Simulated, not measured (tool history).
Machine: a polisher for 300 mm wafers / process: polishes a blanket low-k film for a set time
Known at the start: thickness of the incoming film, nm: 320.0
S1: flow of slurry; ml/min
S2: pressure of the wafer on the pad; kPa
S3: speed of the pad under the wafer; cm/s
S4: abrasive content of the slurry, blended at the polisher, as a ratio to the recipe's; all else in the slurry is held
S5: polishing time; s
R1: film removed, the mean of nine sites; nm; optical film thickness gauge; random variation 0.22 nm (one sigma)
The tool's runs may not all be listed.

{"run": 1, "hour": 0.0, "S1": 260, "S2": 12.4, "S3": 112, "S4": 1.0, "S5": 75, "R1": 37.587}
{"run": 2, "hour": 3.2, "S1": 295, "S2": 12.4, "S3": 112, "S4": 1.0, "S5": 75, "R1": 38.215}
{"run": 3, "hour": 6.4, "S1": 295, "S2": 11.7, "S3": 112, "S4": 1.0, "S5": 75, "R1": 35.812}
{"run": 4, "hour": 12.5, "S1": 295, "S2": 11.7, "S3": 90, "S4": 1.0, "S5": 75, "R1": 30.672}
{"run": 5, "hour": 21.2, "S1": 295, "S2": 11.0, "S3": 90, "S4": 1.0, "S5": 75, "R1": 28.735}
{"run": 6, "hour": 24.0, "S1": 295, "S2": 13.8, "S3": 90, "S4": 1.0, "S5": 75, "R1": 35.291}
{"run": 7, "hour": 25.0, "S1": 290, "S2": 10.3, "S3": 86, "S4": 1.0, "S5": 75, "R1": 25.811}

The next listed run, before its measurement:
{"run": 8, "hour": 30.4, "S1": 280, "S2": 9.7, "S3": 86, "S4": 1.0, "S5": 75, "R1": "?"}

R1: 24.420 nm

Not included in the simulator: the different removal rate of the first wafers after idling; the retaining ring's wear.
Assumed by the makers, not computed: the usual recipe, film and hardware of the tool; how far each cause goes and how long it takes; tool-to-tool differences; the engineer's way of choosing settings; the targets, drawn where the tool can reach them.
